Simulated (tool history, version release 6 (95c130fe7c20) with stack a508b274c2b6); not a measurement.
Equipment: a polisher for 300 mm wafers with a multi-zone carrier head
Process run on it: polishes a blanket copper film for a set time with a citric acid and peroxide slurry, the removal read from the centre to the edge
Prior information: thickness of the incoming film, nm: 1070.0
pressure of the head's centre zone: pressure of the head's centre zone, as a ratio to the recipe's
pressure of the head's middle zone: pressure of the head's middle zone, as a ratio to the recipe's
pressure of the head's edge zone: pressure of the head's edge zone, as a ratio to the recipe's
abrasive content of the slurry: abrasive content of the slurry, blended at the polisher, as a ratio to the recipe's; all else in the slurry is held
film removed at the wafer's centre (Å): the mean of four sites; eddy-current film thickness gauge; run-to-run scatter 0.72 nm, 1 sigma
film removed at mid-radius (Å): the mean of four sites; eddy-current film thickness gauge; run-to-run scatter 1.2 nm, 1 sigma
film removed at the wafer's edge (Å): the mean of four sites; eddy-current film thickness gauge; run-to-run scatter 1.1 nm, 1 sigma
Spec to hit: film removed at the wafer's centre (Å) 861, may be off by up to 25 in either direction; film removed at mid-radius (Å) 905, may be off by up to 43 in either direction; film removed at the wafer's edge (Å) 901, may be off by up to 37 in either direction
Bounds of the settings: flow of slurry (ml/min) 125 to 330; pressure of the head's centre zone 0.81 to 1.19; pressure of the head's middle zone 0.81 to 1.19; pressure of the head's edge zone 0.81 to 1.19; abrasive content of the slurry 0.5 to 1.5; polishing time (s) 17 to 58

| run | day | flow of slurry (ml/min) | pressure of the head's centre zone | pressure of the head's middle zone | pressure of the head's edge zone | abrasive content of the slurry | polishing time (s) | film removed at the wafer's centre (Å) | film removed at mid-radius (Å) | film removed at the wafer's edge (Å) |
|---|---|---|---|---|---|---|---|---|---|---|
| 1 | 0 | 210 | 1 | 1 | 1 | 1 | 37 | 1121.8 | 1170.8 | 1136.5 |
| 2 | 0.371 | 210 | 1 | 1.03 | 1 | 1 | 37 | 1135.7 | 1190.1 | 1144 |
| 3 | 0.579 | 210 | 1 | 1.03 | 1 | 1 | 30 | 899.7 | 986.13 | 943.83 |
| 4 | 0.717 | 210 | 1 | 1.03 | 0.94 | 1 | 30 | 900.48 | 959.06 | 906.69 |
| 5 | 0.896 | 205 | 1 | 1.02 | 0.94 | 1 | 30 | 923.09 | 977.8 | 914.78 |
| 6 | 1.042 | 230 | 1 | 1.02 | 0.94 | 1 | 30 | 918.88 | 959.05 | 902.42 |
| 7 | 1.333 | 230 | 0.99 | 1.01 | 0.94 | 1 | 30 | 913.07 | 972.83 | 922.01 |
| 8 | 1.354 | 225 | 0.99 | 1 | 0.94 | 1 | 30 | 922.02 | 966.29 | 919.75 |
| 9 | 1.517 | 225 | 0.99 | 1 | 0.94 | 1 | 30 | 902.03 | 930.72 | 898.93 |
| 10 | 1.65 | 220 | 0.97 | 0.99 | 0.95 | 1 | 30 | 881.24 | 949.74 | 915.31 |
| 11 | 1.917 | 220 | 0.97 | 0.98 | 0.95 | 1 | 30 | 893.87 | 921.47 | 912.81 |

4 candidate next runs follow, results not yet known. Just one meets every target within its allowed miss. Identify it.
| A | 2.183 | 180 | 1.01 | 1.02 | 0.91 | 0.95 | 31 | ? | ? | ? |
| B | 2.183 | 195 | 0.94 | 1.01 | 0.91 | 0.7 | 34 | ? | ? | ? |
| C | 2.183 | 195 | 0.99 | 1 | 1.04 | 1.05 | 29 | ? | ? | ? |
| D | 2.183 | 225 | 1 | 0.97 | 0.96 | 0.9 | 30 | ? | ? | ? |

| move | film removed at the wafer's centre (Å) | film removed at mid-radius (Å) | film removed at the wafer's edge (Å) |
|---|---|---|---|
| A | 913.99 | 970.98 | 875.03 |
| B | 893.25 | 1007.1 | 911.58 |
| C | 869.63 | 924.68 | 900.04 |
| D | 901.08 | 922.85 | 881.98 |
A: further off than the last run
B: further off than the last run
C: every result within its allowed miss
D: further off than the last run
Move C is the one to make.
